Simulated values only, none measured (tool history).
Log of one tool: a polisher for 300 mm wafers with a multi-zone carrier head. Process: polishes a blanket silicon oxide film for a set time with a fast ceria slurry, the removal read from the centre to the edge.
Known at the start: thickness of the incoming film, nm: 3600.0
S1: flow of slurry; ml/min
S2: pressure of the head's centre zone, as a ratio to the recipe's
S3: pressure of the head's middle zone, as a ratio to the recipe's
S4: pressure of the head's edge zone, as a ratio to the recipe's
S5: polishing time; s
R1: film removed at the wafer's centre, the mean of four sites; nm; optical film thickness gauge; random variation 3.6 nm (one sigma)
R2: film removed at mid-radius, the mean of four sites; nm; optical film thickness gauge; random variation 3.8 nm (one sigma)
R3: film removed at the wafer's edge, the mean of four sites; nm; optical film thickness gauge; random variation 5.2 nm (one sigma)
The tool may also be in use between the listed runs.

{"run": 1, "hour": 0.0, "S1": 280, "S2": 1, "S3": 1, "S4": 1, "S5": 36, "R1": 260.94, "R2": 260.09, "R3": 261.17}
{"run": 2, "hour": 2.3, "S1": 280, "S2": 0.93, "S3": 1, "S4": 1, "S5": 36, "R1": 241.97, "R2": 254.83, "R3": 262.5}
{"run": 3, "hour": 4.5, "S1": 280, "S2": 0.93, "S3": 1.04, "S4": 1.03, "S5": 39, "R1": 263.4, "R2": 286.49, "R3": 284.78}
{"run": 4, "hour": 8.2, "S1": 280, "S2": 0.93, "S3": 1.04, "S4": 1.1, "S5": 39, "R1": 266.9, "R2": 286.78, "R3": 292.85}
{"run": 5, "hour": 14.7, "S1": 280, "S2": 0.93, "S3": 0.97, "S4": 1.1, "S5": 39, "R1": 265.48, "R2": 274.15, "R3": 290.35}
{"run": 6, "hour": 20.8, "S1": 280, "S2": 0.93, "S3": 0.89, "S4": 1.1, "S5": 39, "R1": 267.14, "R2": 256.02, "R3": 288.49}
{"run": 7, "hour": 26.7, "S1": 285, "S2": 0.93, "S3": 0.95, "S4": 1.1, "S5": 41, "R1": 279.49, "R2": 286.25, "R3": 297.63}
{"run": 8, "hour": 33.1, "S1": 270, "S2": 0.92, "S3": 0.98, "S4": 1.12, "S5": 43, "R1": 293.09, "R2": 302.22, "R3": 316.54}

The next listed run, before its measurement:
{"run": 9, "hour": 41.6, "S1": 325, "S2": 0.86, "S3": 1.08, "S4": 1.15, "S5": 48, "R1": "?", "R2": "?", "R3": "?"}

Run 9 gave R1 308.46 nm, R2 375.08 nm, R3 370.97 nm.
